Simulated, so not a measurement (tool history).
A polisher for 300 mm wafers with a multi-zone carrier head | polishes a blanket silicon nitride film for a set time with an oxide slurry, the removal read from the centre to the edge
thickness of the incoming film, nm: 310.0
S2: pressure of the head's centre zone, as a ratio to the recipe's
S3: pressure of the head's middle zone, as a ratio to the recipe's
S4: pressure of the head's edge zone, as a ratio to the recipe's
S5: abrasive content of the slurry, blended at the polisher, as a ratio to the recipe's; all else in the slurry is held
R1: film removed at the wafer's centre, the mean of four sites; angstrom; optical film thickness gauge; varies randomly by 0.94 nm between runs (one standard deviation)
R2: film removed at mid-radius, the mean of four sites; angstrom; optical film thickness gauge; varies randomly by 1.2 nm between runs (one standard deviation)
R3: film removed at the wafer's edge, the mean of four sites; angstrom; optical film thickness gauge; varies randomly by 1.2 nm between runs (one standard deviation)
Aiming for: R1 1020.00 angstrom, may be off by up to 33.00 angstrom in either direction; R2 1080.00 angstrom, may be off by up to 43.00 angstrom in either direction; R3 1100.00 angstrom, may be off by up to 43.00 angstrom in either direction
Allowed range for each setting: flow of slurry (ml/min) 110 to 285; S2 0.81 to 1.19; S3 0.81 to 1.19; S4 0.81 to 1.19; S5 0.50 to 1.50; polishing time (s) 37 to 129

Run 1, hour 0.0: flow of slurry (ml/min) 180, S2 1.00, S3 1.00, S4 1.00, S5 1.00, polishing time (s) 83. Result: R1 866.39 angstrom, R2 827.99 angstrom, R3 838.50 angstrom.
Run 2, hour 7.7: flow of slurry (ml/min) 180, S2 1.00, S3 1.00, S4 1.06, S5 1.00, polishing time (s) 83. Result: R1 866.13 angstrom, R2 845.55 angstrom, R3 857.73 angstrom.
Run 3, hour 14.0: flow of slurry (ml/min) 225, S2 1.00, S3 1.00, S4 1.06, S5 1.00, polishing time (s) 83. Result: R1 919.10 angstrom, R2 855.95 angstrom, R3 875.30 angstrom.
Run 4, hour 21.4: flow of slurry (ml/min) 225, S2 0.94, S3 1.00, S4 1.06, S5 1.00, polishing time (s) 83. Result: R1 852.40 angstrom, R2 873.46 angstrom, R3 886.78 angstrom.
Run 5, hour 28.2: flow of slurry (ml/min) 225, S2 0.94, S3 1.00, S4 1.07, S5 1.05, polishing time (s) 83. Result: R1 868.76 angstrom, R2 879.20 angstrom, R3 907.83 angstrom.
Run 6, hour 37.2: flow of slurry (ml/min) 225, S2 0.94, S3 1.01, S4 1.08, S5 1.10, polishing time (s) 83. Result: R1 856.65 angstrom, R2 882.65 angstrom, R3 905.50 angstrom.
Run 7, hour 40.2: flow of slurry (ml/min) 225, S2 0.94, S3 1.01, S4 1.08, S5 1.15, polishing time (s) 84. Result: R1 887.25 angstrom, R2 894.77 angstrom, R3 951.02 angstrom.
Run 8, hour 46.0: flow of slurry (ml/min) 255, S2 0.97, S3 1.11, S4 1.14, S5 1.35, polishing time (s) 84. Result: R1 973.50 angstrom, R2 1056.60 angstrom, R3 1035.70 angstrom.
Run 9, hour 52.5: flow of slurry (ml/min) 260, S2 0.98, S3 1.08, S4 1.18, S5 1.45, polishing time (s) 84. Result: R1 1012.50 angstrom, R2 1056.50 angstrom, R3 1050.00 angstrom.

Exactly one of the 5 candidate moves below puts every result within its allowed miss. Which one?
Run A, hour 59.0: flow of slurry (ml/min) 250, S2 0.89, S3 0.94, S4 1.19, S5 1.30, polishing time (s) 101. Result: R1 ?, R2 ?, R3 ?.
Run B, hour 59.0: flow of slurry (ml/min) 245, S2 0.93, S3 0.93, S4 1.17, S5 1.40, polishing time (s) 90. Result: R1 ?, R2 ?, R3 ?.
Run C, hour 59.0: flow of slurry (ml/min) 185, S2 0.96, S3 1.08, S4 1.19, S5 1.50, polishing time (s) 91. Result: R1 ?, R2 ?, R3 ?.
Run D, hour 59.0: flow of slurry (ml/min) 280, S2 0.98, S3 1.15, S4 1.14, S5 1.40, polishing time (s) 83. Result: R1 ?, R2 ?, R3 ?.
Run E, hour 59.0: flow of slurry (ml/min) 265, S2 1.02, S3 1.19, S4 1.14, S5 1.35, polishing time (s) 84. Result: R1 ?, R2 ?, R3 ?.

move       R1       R2       R3
   A  1055.70  1092.50  1235.10
   B  1000.70   982.07  1112.90
   C  1020.50  1104.00  1120.00
   D   990.63  1100.60  1023.40
   E  1027.10  1128.90  1020.30
A: takes the result that was furthest off past its target
B: puts the biggest miss on target and leaves a different result outside tolerance
C: all results in spec
D: its largest miss is bigger than the last run's
E: its largest miss is bigger than the last run's
Go with C: it meets all targets.
